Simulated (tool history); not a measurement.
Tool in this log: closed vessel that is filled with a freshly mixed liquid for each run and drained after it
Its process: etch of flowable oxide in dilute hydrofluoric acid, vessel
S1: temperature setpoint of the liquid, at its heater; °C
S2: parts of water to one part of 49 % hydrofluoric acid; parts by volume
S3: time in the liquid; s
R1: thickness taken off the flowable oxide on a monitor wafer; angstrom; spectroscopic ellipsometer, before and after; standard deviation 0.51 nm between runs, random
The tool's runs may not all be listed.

{"run": 1, "day": 0.0, "S1": 20.0, "S2": 110, "S3": 130, "R1": 521.42}
{"run": 2, "day": 0.271, "S1": 22.5, "S2": 110, "S3": 130, "R1": 585.98}
{"run": 3, "day": 0.579, "S1": 24.0, "S2": 110, "S3": 130, "R1": 619.25}
{"run": 4, "day": 0.746, "S1": 25.0, "S2": 110, "S3": 130, "R1": 637.69}
{"run": 5, "day": 0.783, "S1": 25.0, "S2": 110, "S3": 130, "R1": 640.87}
{"run": 6, "day": 0.862, "S1": 25.0, "S2": 125, "S3": 130, "R1": 556.87}
{"run": 7, "day": 0.95, "S1": 25.5, "S2": 120, "S3": 130, "R1": 593.47}

What does the tool deliver on the next run?
{"run": 8, "day": 1.179, "S1": 26.0, "S2": 115, "S3": 130, "R1": "?"}

{"run 8": {"R1": 635.6}}

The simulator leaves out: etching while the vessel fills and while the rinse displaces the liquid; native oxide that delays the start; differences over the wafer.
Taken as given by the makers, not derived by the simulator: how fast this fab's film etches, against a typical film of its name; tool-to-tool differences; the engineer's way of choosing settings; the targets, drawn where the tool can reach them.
